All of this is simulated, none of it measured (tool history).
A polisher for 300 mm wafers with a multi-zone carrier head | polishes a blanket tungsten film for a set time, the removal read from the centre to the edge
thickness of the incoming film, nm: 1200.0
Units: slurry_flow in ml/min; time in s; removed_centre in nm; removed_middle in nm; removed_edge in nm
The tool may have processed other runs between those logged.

{"run": 1, "hour": 0.0, "slurry_flow": 255, "centre_zone": 1, "middle_zone": 1, "edge_zone": 1, "slurry_solids": 1, "time": 34, "removed_centre": 214.77, "removed_middle": 219.73, "removed_edge": 210.73}
{"run": 2, "hour": 2.0, "slurry_flow": 255, "centre_zone": 1, "middle_zone": 1, "edge_zone": 0.97, "slurry_solids": 1, "time": 34, "removed_centre": 214.89, "removed_middle": 218.08, "removed_edge": 210.06}
{"run": 3, "hour": 3.7, "slurry_flow": 260, "centre_zone": 1.02, "middle_zone": 0.99, "edge_zone": 0.99, "slurry_solids": 1.1, "time": 35, "removed_centre": 227.12, "removed_middle": 221.91, "removed_edge": 220.25}
{"run": 4, "hour": 7.0, "slurry_flow": 265, "centre_zone": 1.04, "middle_zone": 1.01, "edge_zone": 1.01, "slurry_solids": 1.15, "time": 36, "removed_centre": 244.27, "removed_middle": 235.87, "removed_edge": 231.49}
{"run": 5, "hour": 14.3, "slurry_flow": 265, "centre_zone": 1.04, "middle_zone": 1.08, "edge_zone": 1.01, "slurry_solids": 1.15, "time": 36, "removed_centre": 239.48, "removed_middle": 251.79, "removed_edge": 228.29}
{"run": 6, "hour": 23.1, "slurry_flow": 270, "centre_zone": 1.06, "middle_zone": 1.08, "edge_zone": 1.03, "slurry_solids": 1.2, "time": 36, "removed_centre": 250.02, "removed_middle": 255.61, "removed_edge": 234.72}
{"run": 7, "hour": 29.5, "slurry_flow": 275, "centre_zone": 1.07, "middle_zone": 1.08, "edge_zone": 1.05, "slurry_solids": 1.25, "time": 36, "removed_centre": 253.86, "removed_middle": 254.17, "removed_edge": 238.7}
{"run": 8, "hour": 32.9, "slurry_flow": 280, "centre_zone": 1.08, "middle_zone": 1.08, "edge_zone": 1.07, "slurry_solids": 1.3, "time": 36, "removed_centre": 257.39, "removed_middle": 259.19, "removed_edge": 244.06}

What does the tool deliver on the next run?
{"run": 9, "hour": 34.1, "slurry_flow": 285, "centre_zone": 1.1, "middle_zone": 1.08, "edge_zone": 1.09, "slurry_solids": 1.35, "time": 36, "removed_centre": "?", "removed_middle": "?", "removed_edge": "?"}

Run 9 produced removed_centre 256.63 nm, removed_middle 265.22 nm, removed_edge 248.49 nm.
